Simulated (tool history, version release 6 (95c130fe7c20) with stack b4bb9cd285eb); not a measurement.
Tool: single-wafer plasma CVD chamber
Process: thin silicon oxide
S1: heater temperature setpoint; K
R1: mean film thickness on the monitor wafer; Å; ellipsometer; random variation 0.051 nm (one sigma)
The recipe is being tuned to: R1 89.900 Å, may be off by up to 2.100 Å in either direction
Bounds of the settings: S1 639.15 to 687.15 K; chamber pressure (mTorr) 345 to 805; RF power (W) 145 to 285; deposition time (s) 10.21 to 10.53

run 1 hour=0.0 | S1=663.15 chamber_pressure_(mTorr)=575 RF_power_(W)=215 deposition_time_(s)=10.21 | R1=125.090
run 2 hour=1.5 | S1=663.15 chamber_pressure_(mTorr)=546 RF_power_(W)=215 deposition_time_(s)=10.21 | R1=118.640
run 3 hour=6.6 | S1=663.15 chamber_pressure_(mTorr)=546 RF_power_(W)=215 deposition_time_(s)=10.53 | R1=124.100
run 4 hour=11.5 | S1=663.15 chamber_pressure_(mTorr)=546 RF_power_(W)=230 deposition_time_(s)=10.53 | R1=127.660
run 5 hour=12.9 | S1=663.15 chamber_pressure_(mTorr)=515 RF_power_(W)=230 deposition_time_(s)=10.53 | R1=120.480
run 6 hour=16.6 | S1=663.15 chamber_pressure_(mTorr)=515 RF_power_(W)=210 deposition_time_(s)=10.53 | R1=114.650
run 7 hour=20.6 | S1=663.15 chamber_pressure_(mTorr)=494 RF_power_(W)=210 deposition_time_(s)=10.53 | R1=109.260
run 8 hour=25.2 | S1=663.15 chamber_pressure_(mTorr)=478 RF_power_(W)=210 deposition_time_(s)=10.53 | R1=106.450
run 9 hour=26.9 | S1=663.15 chamber_pressure_(mTorr)=464 RF_power_(W)=210 deposition_time_(s)=10.53 | R1=103.810
run 10 hour=31.2 | S1=663.15 chamber_pressure_(mTorr)=452 RF_power_(W)=210 deposition_time_(s)=10.53 | R1=100.570
run 11 hour=36.6 | S1=663.15 chamber_pressure_(mTorr)=452 RF_power_(W)=210 deposition_time_(s)=10.53 | R1=101.240
run 12 hour=43.5 | S1=663.15 chamber_pressure_(mTorr)=442 RF_power_(W)=210 deposition_time_(s)=10.53 | R1=97.766
run 13 hour=46.1 | S1=663.15 chamber_pressure_(mTorr)=442 RF_power_(W)=210 deposition_time_(s)=10.53 | R1=98.268
run 14 hour=47.4 | S1=663.15 chamber_pressure_(mTorr)=435 RF_power_(W)=210 deposition_time_(s)=10.53 | R1=97.573
run 15 hour=53.4 | S1=663.15 chamber_pressure_(mTorr)=428 RF_power_(W)=210 deposition_time_(s)=10.53 | R1=96.098
run 16 hour=62.0 | S1=663.15 chamber_pressure_(mTorr)=388 RF_power_(W)=210 deposition_time_(s)=10.53 | R1=85.945
run 17 hour=67.2 | S1=663.15 chamber_pressure_(mTorr)=391 RF_power_(W)=210 deposition_time_(s)=10.53 | R1=87.427
run 18 hour=69.0 | S1=663.15 chamber_pressure_(mTorr)=393 RF_power_(W)=210 deposition_time_(s)=10.53 | R1=87.752
run 19 hour=75.0 | S1=663.15 chamber_pressure_(mTorr)=395 RF_power_(W)=210 deposition_time_(s)=10.53 | R1=87.658

Below are 4 possible settings for the next run. Only one of them brings all results inside the allowed miss of their targets. Which is it?
run A hour=81.0 | S1=672.15 chamber_pressure_(mTorr)=429 RF_power_(W)=215 deposition_time_(s)=10.50 | R1=?
run B hour=81.0 | S1=653.15 chamber_pressure_(mTorr)=409 RF_power_(W)=230 deposition_time_(s)=10.44 | R1=?
run C hour=81.0 | S1=657.15 chamber_pressure_(mTorr)=407 RF_power_(W)=205 deposition_time_(s)=10.53 | R1=?
run D hour=81.0 | S1=675.15 chamber_pressure_(mTorr)=410 RF_power_(W)=230 deposition_time_(s)=10.53 | R1=?

move=A R1=96.015
move=B R1=95.438
move=C R1=89.989
move=D R1=94.914
A: takes the biggest miss from the last run beyond its target
B: takes the biggest miss from the last run beyond its target
C: every result within its allowed miss
D: takes the biggest miss from the last run beyond its target
Correct choice: C, which meets every target
